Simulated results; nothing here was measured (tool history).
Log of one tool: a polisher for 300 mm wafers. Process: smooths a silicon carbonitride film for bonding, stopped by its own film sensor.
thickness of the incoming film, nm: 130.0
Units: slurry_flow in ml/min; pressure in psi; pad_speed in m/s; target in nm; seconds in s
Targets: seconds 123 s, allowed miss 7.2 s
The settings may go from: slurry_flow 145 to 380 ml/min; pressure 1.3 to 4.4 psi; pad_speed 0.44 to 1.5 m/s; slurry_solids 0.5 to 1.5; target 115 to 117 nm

run	hour	slurry_flow	pressure	pad_speed	slurry_solids	target	seconds
1	0	245	2.8	0.96	1	115	54.057
2	4.1	245	3.3	0.96	1	115	44.473
3	12	245	3.3	0.96	1	115	44.005
4	18.9	245	2.9	0.9	1	115	54.102
5	25	300	2.9	0.9	1	115	52.821
6	33.2	300	2.9	0.76	1	115	63.172
7	42.1	300	2.6	0.74	1	115	68.991
8	44.4	300	2.6	0.74	1	115	68.415
9	48.9	300	2.3	0.7	1	115	81.532
10	55.9	300	2.1	0.68	1	115	91.584
11	57	300	2	0.68	1	115	98.288
12	64.7	300	1.4	0.66	1	115	133.84
13	65.6	300	1.4	0.66	1	115	137.58

5 next moves are on the table. One of them brings every result within its allowed miss. Which?
A	66.5	315	1.6	0.66	0.95	117	?
B	66.5	340	1.5	0.82	0.75	117	?
C	66.5	330	1.3	0.68	0.95	116	?
D	66.5	255	1.6	0.74	0.85	115	?
E	66.5	285	1.5	0.6	0.85	115	?

move	seconds
A	105.78
B	107.63
C	134.79
D	120.65
E	150.12
A: takes the result that was furthest off past its target
B: takes the result that was furthest off past its target
C: nearer than the last run, and not there yet
D: meets every target
E: further off than the last run
The right move is D.

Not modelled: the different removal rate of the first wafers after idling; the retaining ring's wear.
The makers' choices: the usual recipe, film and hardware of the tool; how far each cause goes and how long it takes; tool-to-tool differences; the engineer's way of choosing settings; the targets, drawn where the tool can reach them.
